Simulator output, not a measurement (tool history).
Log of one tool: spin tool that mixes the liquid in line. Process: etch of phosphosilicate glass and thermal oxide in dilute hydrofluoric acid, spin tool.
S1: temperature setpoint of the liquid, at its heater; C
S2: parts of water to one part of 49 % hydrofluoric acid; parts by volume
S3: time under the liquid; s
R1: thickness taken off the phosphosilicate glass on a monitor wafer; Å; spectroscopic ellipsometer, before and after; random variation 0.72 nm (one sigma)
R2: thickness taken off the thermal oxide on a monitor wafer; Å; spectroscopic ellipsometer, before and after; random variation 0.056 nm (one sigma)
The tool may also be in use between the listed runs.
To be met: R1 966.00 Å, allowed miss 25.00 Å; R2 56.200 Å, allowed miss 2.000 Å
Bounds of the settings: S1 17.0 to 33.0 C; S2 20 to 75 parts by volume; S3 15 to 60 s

| run | hour | S1 | S2 | S3 | R1 | R2 |
|---|---|---|---|---|---|---|
| 1 | 0.0 | 25.0 | 45 | 30 | 590.68 | 34.601 |
| 2 | 0.9 | 25.0 | 45 | 40 | 794.65 | 45.411 |
| 3 | 1.7 | 25.0 | 55 | 40 | 634.15 | 36.776 |
| 4 | 3.0 | 27.0 | 55 | 40 | 683.19 | 39.860 |
| 5 | 6.3 | 29.5 | 55 | 40 | 761.07 | 44.040 |
| 6 | 8.4 | 30.5 | 55 | 40 | 789.10 | 45.586 |
| 7 | 16.1 | 31.0 | 55 | 40 | 809.12 | 47.321 |
| 8 | 23.9 | 31.5 | 55 | 40 | 823.21 | 47.717 |
| 9 | 27.0 | 32.0 | 55 | 40 | 831.82 | 47.856 |

4 next moves are on the table. One of them brings every result within its allowed miss. Which?
| A | 30.1 | 30.5 | 55 | 45 | ? | ? |
| B | 30.1 | 32.5 | 55 | 45 | ? | ? |
| C | 30.1 | 31.5 | 50 | 40 | ? | ? |
| D | 30.1 | 33.0 | 35 | 25 | ? | ? |

| move | R1 | R2 |
|---|---|---|
| A | 890.37 | 51.080 |
| B | 961.79 | 55.177 |
| C | 912.19 | 52.331 |
| D | 884.87 | 50.764 |
A: nearer than the last run, and not there yet
B: meets every target
C: nearer than the last run, and not there yet
D: nearer than the last run, and not there yet
The right move is B.
